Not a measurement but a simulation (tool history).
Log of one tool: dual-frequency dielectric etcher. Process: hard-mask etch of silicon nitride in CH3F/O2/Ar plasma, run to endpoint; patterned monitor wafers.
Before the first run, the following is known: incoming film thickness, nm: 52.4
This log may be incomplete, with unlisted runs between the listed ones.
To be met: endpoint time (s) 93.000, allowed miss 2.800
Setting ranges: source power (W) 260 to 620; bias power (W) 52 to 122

run,hour,source power (W),bias power (W),endpoint time (s)
1,0.0,440,87,74.256
2,4.7,440,102,70.421
3,9.0,440,94,71.964
4,11.7,440,102,70.305
5,13.8,440,90,73.405
6,16.1,440,78,76.645
# hour 24.6: source power generator calibrated
7,24.6,400,73,80.251
8,31.8,310,55,96.685

4 next moves are on the table. One of them brings every result within its allowed miss. Which?
A,39.0,310,52,?
B,39.0,280,52,?
C,39.0,320,59,?
D,39.0,270,52,?

move,endpoint time (s)
A,97.720
B,101.130
C,92.908
D,102.370
A: misses by more than the last run did
B: misses by more than the last run did
C: hits every target within its allowed miss
D: misses by more than the last run did
Correct choice: C, which meets every target
